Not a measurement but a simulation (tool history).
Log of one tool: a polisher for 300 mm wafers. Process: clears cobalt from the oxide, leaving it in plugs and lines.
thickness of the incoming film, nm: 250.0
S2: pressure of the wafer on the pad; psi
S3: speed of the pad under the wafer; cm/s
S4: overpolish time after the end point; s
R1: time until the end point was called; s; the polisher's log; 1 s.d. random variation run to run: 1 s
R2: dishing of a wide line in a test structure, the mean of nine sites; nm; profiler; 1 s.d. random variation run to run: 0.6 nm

run 1 day=0 | flow_of_slurry_(ml/min)=120 S2=1.7 S3=124 S4=24 | R1=40.236 R2=31.22
run 2 day=0.333 | flow_of_slurry_(ml/min)=120 S2=2.1 S3=124 S4=24 | R1=32.136 R2=31.067
run 3 day=0.412 | flow_of_slurry_(ml/min)=100 S2=2.1 S3=124 S4=24 | R1=33.943 R2=31.204
run 4 day=0.442 | flow_of_slurry_(ml/min)=115 S2=2.1 S3=124 S4=24 | R1=33.559 R2=33.272
run 5 day=0.667 | flow_of_slurry_(ml/min)=120 S2=1.8 S3=118 S4=25 | R1=40.721 R2=32.549
run 6 day=0.875 | flow_of_slurry_(ml/min)=115 S2=1.6 S3=118 S4=22 | R1=45.189 R2=31.288

What will run 7 give?
run 7 day=1.229 | flow_of_slurry_(ml/min)=110 S2=1.5 S3=118 S4=20 | R1=? R2=?

R1: 48.351 s
R2: 29.883 nm
